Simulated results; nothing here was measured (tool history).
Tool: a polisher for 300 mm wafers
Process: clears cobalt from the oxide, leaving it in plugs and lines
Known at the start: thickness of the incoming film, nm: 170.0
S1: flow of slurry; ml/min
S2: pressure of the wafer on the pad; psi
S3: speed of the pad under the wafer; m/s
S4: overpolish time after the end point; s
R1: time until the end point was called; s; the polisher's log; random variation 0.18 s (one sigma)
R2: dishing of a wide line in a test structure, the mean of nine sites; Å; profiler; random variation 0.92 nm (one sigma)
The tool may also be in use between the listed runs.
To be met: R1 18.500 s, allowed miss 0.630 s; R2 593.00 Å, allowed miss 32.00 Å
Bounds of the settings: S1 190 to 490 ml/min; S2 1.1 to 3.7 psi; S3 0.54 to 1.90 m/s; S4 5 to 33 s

run	day	S1	S2	S3	S4	R1	R2
1	0.000	315	2.4	1.22	17	23.113	525.30
2	0.179	315	2.5	1.22	17	21.866	535.21
3	0.233	315	2.1	1.22	17	25.109	520.22
4	0.571	250	2.1	1.22	17	26.581	506.19
5	0.596	250	2.1	1.22	20	25.904	538.97
6	0.812	265	2.3	1.22	20	24.499	548.39
7	1.083	290	2.5	1.22	20	22.468	569.42
8	1.312	290	2.5	1.22	20	22.488	565.25

Which of these 5 next moves meets every target?
A	1.542	320	2.4	1.34	20	?	?
B	1.542	200	2.7	1.64	17	?	?
C	1.542	275	2.0	1.66	20	?	?
D	1.542	295	2.5	0.94	23	?	?
E	1.542	215	3.3	1.18	22	?	?

move	R1	R2
A	20.873	589.65
B	16.695	597.85
C	20.680	591.01
D	27.236	569.24
E	18.241	619.98
A: nearer than the last run, and not there yet
B: takes the result that was furthest off past its target
C: nearer than the last run, and not there yet
D: further off than the last run
E: meets every target
The right move is E.

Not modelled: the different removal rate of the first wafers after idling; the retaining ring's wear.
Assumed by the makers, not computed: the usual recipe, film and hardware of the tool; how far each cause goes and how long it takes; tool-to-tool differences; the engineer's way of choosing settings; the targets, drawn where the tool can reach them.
